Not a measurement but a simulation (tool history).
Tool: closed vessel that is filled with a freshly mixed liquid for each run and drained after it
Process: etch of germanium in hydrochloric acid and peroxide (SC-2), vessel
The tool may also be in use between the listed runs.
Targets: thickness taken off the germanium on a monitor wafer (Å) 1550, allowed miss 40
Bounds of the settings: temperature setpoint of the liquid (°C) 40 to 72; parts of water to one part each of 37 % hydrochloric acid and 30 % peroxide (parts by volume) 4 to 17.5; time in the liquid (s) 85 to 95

run,hour,temperature setpoint of the liquid (°C),parts of water to one part each of 37 % hydrochloric acid and 30 % peroxide (parts by volume),time in the liquid (s),thickness taken off the germanium on a monitor wafer (Å)
1,0,56,9.5,85,1224.6
2,6.4,56,11.5,85,1203.3
3,15.4,52.5,11.5,85,1087.2
4,21,54.5,11.5,85,1141.7
5,23.9,54.5,8.5,85,1176
6,31.3,54.5,8.5,85,1183.6
# hour 38.1: chemicals flow meter replaced
7,38.1,56,8.5,85,1233.2
8,45.6,57,8.5,85,1277.9
9,53.5,58,8.5,85,1299.8
10,61.2,65,8,85,1606.9
11,63,64.5,8,85,1593.8

Which of these 4 next moves meets every target?
A,64.8,65.5,12.5,90,?
B,64.8,60,7.5,95,?
C,64.8,60,9,90,?
D,64.8,64,7,90,?

move,thickness taken off the germanium on a monitor wafer (Å)
A,1664.5
B,1584.8
C,1478.8
D,1697.1
A: further off than the last run
B: meets every target
C: takes the result that was furthest off past its target
D: further off than the last run
Move B is the one to make.
